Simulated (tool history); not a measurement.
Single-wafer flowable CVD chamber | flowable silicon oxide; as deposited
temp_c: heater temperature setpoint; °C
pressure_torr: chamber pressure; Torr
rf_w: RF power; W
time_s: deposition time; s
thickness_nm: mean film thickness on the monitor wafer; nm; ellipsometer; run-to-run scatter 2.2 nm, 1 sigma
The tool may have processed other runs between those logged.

| run | hour | temp_c | pressure_torr | rf_w | time_s | thickness_nm |
|---|---|---|---|---|---|---|
| 1 | 0 | 95 | 0.888 | 1900 | 1009 | 813.42 |
| 2 | 6.1 | 96 | 0.888 | 1900 | 1009 | 787.01 |
| 3 | 14.8 | 96 | 0.888 | 2125 | 1009 | 806.6 |
| 4 | 23.2 | 97 | 0.888 | 2125 | 1009 | 776.24 |
| 5 | 24.5 | 97 | 0.888 | 2125 | 1040 | 796.94 |
| 6 | 27 | 98 | 0.888 | 2125 | 1040 | 765.64 |

Expected results for the next run?
| 7 | 31.8 | 99 | 0.888 | 2125 | 1040 | ? |

thickness_nm: 743.75 nm
